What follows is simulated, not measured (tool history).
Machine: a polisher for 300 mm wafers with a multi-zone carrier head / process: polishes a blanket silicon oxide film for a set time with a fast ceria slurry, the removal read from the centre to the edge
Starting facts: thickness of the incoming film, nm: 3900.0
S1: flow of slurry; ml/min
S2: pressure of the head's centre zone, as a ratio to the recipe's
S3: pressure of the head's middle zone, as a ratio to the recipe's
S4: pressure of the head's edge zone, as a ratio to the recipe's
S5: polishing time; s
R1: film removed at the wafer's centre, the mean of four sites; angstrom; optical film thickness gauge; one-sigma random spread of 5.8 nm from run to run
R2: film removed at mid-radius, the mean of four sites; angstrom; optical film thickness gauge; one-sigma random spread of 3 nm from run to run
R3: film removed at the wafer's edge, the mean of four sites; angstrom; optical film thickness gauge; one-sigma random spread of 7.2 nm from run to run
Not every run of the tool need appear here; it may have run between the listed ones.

{"run": 1, "hour": 0.0, "S1": 150, "S2": 1.0, "S3": 1.0, "S4": 1.0, "S5": 54, "R1": 7607.9, "R2": 7617.4, "R3": 7227.5}
{"run": 2, "hour": 0.9, "S1": 140, "S2": 0.99, "S3": 0.95, "S4": 1.0, "S5": 50, "R1": 7047.2, "R2": 6721.0, "R3": 6889.0}
{"run": 3, "hour": 9.0, "S1": 165, "S2": 0.99, "S3": 0.95, "S4": 1.0, "S5": 50, "R1": 7023.3, "R2": 6918.6, "R3": 6925.1}
{"run": 4, "hour": 16.8, "S1": 165, "S2": 0.99, "S3": 1.0, "S4": 1.0, "S5": 50, "R1": 7069.1, "R2": 7163.7, "R3": 7052.9}
{"run": 5, "hour": 20.4, "S1": 165, "S2": 0.99, "S3": 1.0, "S4": 1.04, "S5": 50, "R1": 7154.6, "R2": 7331.8, "R3": 7095.7}
{"run": 6, "hour": 22.0, "S1": 165, "S2": 0.99, "S3": 1.0, "S4": 1.04, "S5": 39, "R1": 5562.9, "R2": 5634.4, "R3": 5682.3}
{"run": 7, "hour": 27.7, "S1": 155, "S2": 0.99, "S3": 0.96, "S4": 1.04, "S5": 39, "R1": 5461.7, "R2": 5425.6, "R3": 5393.1}
{"run": 8, "hour": 34.4, "S1": 150, "S2": 0.97, "S3": 0.92, "S4": 0.98, "S5": 40, "R1": 5423.8, "R2": 5420.2, "R3": 5501.6}
{"hour": 41.4, "done": "edge zone pressure recalibrated"}
{"run": 9, "hour": 41.4, "S1": 140, "S2": 0.97, "S3": 0.89, "S4": 1.01, "S5": 40, "R1": 5400.0, "R2": 5127.8, "R3": 5547.3}

What does the tool deliver on the next run?
{"run": 10, "hour": 48.2, "S1": 130, "S2": 0.97, "S3": 0.88, "S4": 1.01, "S5": 40, "R1": "?", "R2": "?", "R3": "?"}

R1: 5237.4 angstrom
R2: 5011.6 angstrom
R3: 5536.1 angstrom
